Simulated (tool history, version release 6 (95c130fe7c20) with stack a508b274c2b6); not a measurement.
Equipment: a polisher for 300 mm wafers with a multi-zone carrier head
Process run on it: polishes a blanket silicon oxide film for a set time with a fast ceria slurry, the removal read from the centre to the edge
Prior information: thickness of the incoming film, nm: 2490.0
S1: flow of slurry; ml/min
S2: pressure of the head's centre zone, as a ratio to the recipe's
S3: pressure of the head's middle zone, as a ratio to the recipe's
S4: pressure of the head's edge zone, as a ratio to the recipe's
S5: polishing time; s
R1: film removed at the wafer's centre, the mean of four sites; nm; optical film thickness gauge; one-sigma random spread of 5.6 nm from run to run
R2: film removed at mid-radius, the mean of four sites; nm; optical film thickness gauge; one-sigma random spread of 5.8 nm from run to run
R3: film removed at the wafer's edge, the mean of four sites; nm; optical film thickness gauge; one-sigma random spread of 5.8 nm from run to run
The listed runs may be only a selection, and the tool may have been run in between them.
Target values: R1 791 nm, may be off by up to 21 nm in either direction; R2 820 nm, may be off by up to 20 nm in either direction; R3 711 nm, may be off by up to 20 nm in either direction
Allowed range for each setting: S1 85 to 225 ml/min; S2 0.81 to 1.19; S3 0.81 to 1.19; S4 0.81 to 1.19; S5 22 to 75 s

{"run": 1, "hour": 0.0, "S1": 145, "S2": 1, "S3": 1, "S4": 1, "S5": 48, "R1": 836.87, "R2": 866.2, "R3": 796.97}
{"run": 2, "hour": 4.5, "S1": 145, "S2": 1, "S3": 1, "S4": 1, "S5": 54, "R1": 952.76, "R2": 959.86, "R3": 899.2}
{"run": 3, "hour": 7.0, "S1": 145, "S2": 1, "S3": 0.92, "S4": 1, "S5": 54, "R1": 948.15, "R2": 895.87, "R3": 909.1}
{"run": 4, "hour": 7.6, "S1": 145, "S2": 1, "S3": 0.92, "S4": 1, "S5": 65, "R1": 1155.6, "R2": 1085, "R3": 1098}
{"run": 5, "hour": 15.5, "S1": 145, "S2": 1, "S3": 0.92, "S4": 1, "S5": 58, "R1": 1012.1, "R2": 958.85, "R3": 978.66}
{"run": 6, "hour": 23.1, "S1": 140, "S2": 1, "S3": 0.94, "S4": 0.96, "S5": 56, "R1": 974.46, "R2": 946.14, "R3": 926.15}
{"run": 7, "hour": 26.6, "S1": 140, "S2": 1, "S3": 0.96, "S4": 0.94, "S5": 53, "R1": 939.44, "R2": 906.13, "R3": 863.41}
{"run": 8, "hour": 34.9, "S1": 135, "S2": 0.99, "S3": 0.97, "S4": 0.91, "S5": 51, "R1": 875.9, "R2": 874.06, "R3": 823.42}
{"run": 9, "hour": 42.8, "S1": 130, "S2": 0.99, "S3": 0.99, "S4": 0.89, "S5": 50, "R1": 859.99, "R2": 856.04, "R3": 784.29}
{"run": 10, "hour": 50.5, "S1": 120, "S2": 0.99, "S3": 1, "S4": 0.87, "S5": 50, "R1": 821.09, "R2": 846.12, "R3": 786.2}
{"run": 11, "hour": 51.1, "S1": 120, "S2": 0.99, "S3": 1.01, "S4": 0.86, "S5": 49, "R1": 819.62, "R2": 854.25, "R3": 747.26}
{"run": 12, "hour": 56.2, "S1": 115, "S2": 0.99, "S3": 1.01, "S4": 0.85, "S5": 49, "R1": 801.16, "R2": 832.13, "R3": 749.87}
{"run": 13, "hour": 59.9, "S1": 115, "S2": 0.99, "S3": 1.02, "S4": 0.84, "S5": 49, "R1": 806.15, "R2": 840.96, "R3": 745.12}
{"run": 14, "hour": 64.7, "S1": 115, "S2": 0.99, "S3": 1.02, "S4": 0.83, "S5": 49, "R1": 803.84, "R2": 843.88, "R3": 749.05}
{"run": 15, "hour": 72.2, "S1": 115, "S2": 1, "S3": 1.02, "S4": 0.83, "S5": 49, "R1": 796.49, "R2": 839.98, "R3": 736.78}
{"hour": 77.7, "done": "edge zone pressure recalibrated"}
{"run": 16, "hour": 77.7, "S1": 115, "S2": 1.01, "S3": 1.02, "S4": 0.83, "S5": 49, "R1": 813.07, "R2": 844.12, "R3": 768.93}

Which single option among these 4 for the next run brings every result within its allowed miss of target? Just one does.
{"run": "A", "hour": 83.2, "S1": 90, "S2": 1.11, "S3": 1.14, "S4": 0.87, "S5": 47, "R1": "?", "R2": "?", "R3": "?"}
{"run": "B", "hour": 83.2, "S1": 100, "S2": 1.02, "S3": 1.17, "S4": 0.83, "S5": 48, "R1": "?", "R2": "?", "R3": "?"}
{"run": "C", "hour": 83.2, "S1": 95, "S2": 1.02, "S3": 1.07, "S4": 0.83, "S5": 49, "R1": "?", "R2": "?", "R3": "?"}
{"run": "D", "hour": 83.2, "S1": 90, "S2": 1.03, "S3": 1.06, "S4": 0.84, "S5": 51, "R1": "?", "R2": "?", "R3": "?"}

move=A R1=786.39 R2=809.87 R3=713.89
move=B R1=770.95 R2=878.9 R3=734.08
move=C R1=770.36 R2=816.31 R3=741.51
move=D R1=790.95 R2=826.09 R3=765.19
A: hits every target within its allowed miss
B: as far off as the last run
C: an improvement on the last run, though not all results are within tolerance
D: an improvement on the last run, though not all results are within tolerance
So the answer is move A, the one that meets all the targets.

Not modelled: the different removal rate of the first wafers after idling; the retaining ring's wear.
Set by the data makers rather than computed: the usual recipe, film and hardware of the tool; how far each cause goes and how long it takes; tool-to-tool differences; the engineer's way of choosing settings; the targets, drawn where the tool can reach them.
